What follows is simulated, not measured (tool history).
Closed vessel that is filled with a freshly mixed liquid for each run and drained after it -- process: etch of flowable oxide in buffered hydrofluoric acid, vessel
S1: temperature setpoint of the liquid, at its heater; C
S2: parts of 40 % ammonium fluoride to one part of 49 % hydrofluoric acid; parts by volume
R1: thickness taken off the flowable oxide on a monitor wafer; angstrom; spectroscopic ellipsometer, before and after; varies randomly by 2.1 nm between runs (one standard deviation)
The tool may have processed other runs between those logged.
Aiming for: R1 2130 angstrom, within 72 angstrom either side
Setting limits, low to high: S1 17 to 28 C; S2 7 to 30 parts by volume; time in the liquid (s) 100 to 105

Run 1, hour 0: S1 20 C, S2 19 parts by volume, time in the liquid (s) 100. Result: R1 1117.6 angstrom.
Run 2, hour 4.7: S1 22 C, S2 19 parts by volume, time in the liquid (s) 100. Result: R1 1271.1 angstrom.
Run 3, hour 12.2: S1 19 C, S2 19 parts by volume, time in the liquid (s) 100. Result: R1 1076.3 angstrom.
Run 4, hour 17.2: S1 19 C, S2 16 parts by volume, time in the liquid (s) 100. Result: R1 1292.6 angstrom.
Run 5, hour 19.3: S1 20.5 C, S2 16 parts by volume, time in the liquid (s) 100. Result: R1 1392.2 angstrom.
Run 6, hour 21.2: S1 20.5 C, S2 20.5 parts by volume, time in the liquid (s) 100. Result: R1 1091 angstrom.
Run 7, hour 29.9: S1 21.5 C, S2 19.5 parts by volume, time in the liquid (s) 100. Result: R1 1196 angstrom.
Run 8, hour 36.2: S1 22.5 C, S2 18.5 parts by volume, time in the liquid (s) 100. Result: R1 1341.5 angstrom.
Run 9, hour 37.7: S1 23.5 C, S2 18 parts by volume, time in the liquid (s) 100. Result: R1 1421.8 angstrom.
Run 10, hour 44.5: S1 24 C, S2 17.5 parts by volume, time in the liquid (s) 100. Result: R1 1519.3 angstrom.

Pick the move, out of 5, that brings all results within their allowed miss; only one does.
Run A, hour 51.3: S1 24 C, S2 13.5 parts by volume, time in the liquid (s) 100. Result: R1 ?.
Run B, hour 51.3: S1 23.5 C, S2 14 parts by volume, time in the liquid (s) 105. Result: R1 ?.
Run C, hour 51.3: S1 23.5 C, S2 11.5 parts by volume, time in the liquid (s) 105. Result: R1 ?.
Run D, hour 51.3: S1 26.5 C, S2 15 parts by volume, time in the liquid (s) 105. Result: R1 ?.
Run E, hour 51.3: S1 23 C, S2 11 parts by volume, time in the liquid (s) 100. Result: R1 ?.

move      R1
   A  2006.6
   B  1978.3
   C  2398.4
   D  2175.6
   E  2320.9
A: an improvement on the last run, though not all results are within tolerance
B: an improvement on the last run, though not all results are within tolerance
C: takes the biggest miss from the last run beyond its target
D: meets every target
E: takes the biggest miss from the last run beyond its target
Correct choice: D, which meets every target
